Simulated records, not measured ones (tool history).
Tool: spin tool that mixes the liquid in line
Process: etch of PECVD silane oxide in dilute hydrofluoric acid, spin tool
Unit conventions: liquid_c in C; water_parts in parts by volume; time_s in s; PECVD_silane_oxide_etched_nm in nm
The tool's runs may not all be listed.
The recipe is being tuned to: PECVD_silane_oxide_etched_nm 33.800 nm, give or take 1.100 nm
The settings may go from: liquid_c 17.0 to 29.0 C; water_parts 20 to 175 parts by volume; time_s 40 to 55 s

run	day	liquid_c	water_parts	time_s	PECVD_silane_oxide_etched_nm
1	0.000	21.0	95	55	21.823
2	0.358	21.0	80	55	26.240
3	0.567	21.0	115	55	17.556
4	0.654	21.0	115	40	12.795
5	0.900	22.5	105	40	15.123
6	1.171	22.5	90	40	17.624
7	1.308	26.5	50	40	39.645
8	1.583	25.5	50	40	38.368
9	1.733	25.0	50	40	37.701
10	2.025	24.5	50	40	36.813
11	2.058	24.0	50	40	35.570
12	2.246	23.5	50	40	35.692

Consider the 4 candidate settings below. Which is the only one whose results all fall within their allowed miss of target?
A	2.433	23.0	45	40	?
B	2.433	25.0	50	40	?
C	2.433	26.0	70	50	?
D	2.433	23.0	55	50	?

move	PECVD_silane_oxide_etched_nm
A	38.921
B	37.788
C	34.188
D	39.294
A: lands further from the targets than the last run did
B: lands further from the targets than the last run did
C: hits every target within its allowed miss
D: lands further from the targets than the last run did
So the answer is move C, the one that meets all the targets.
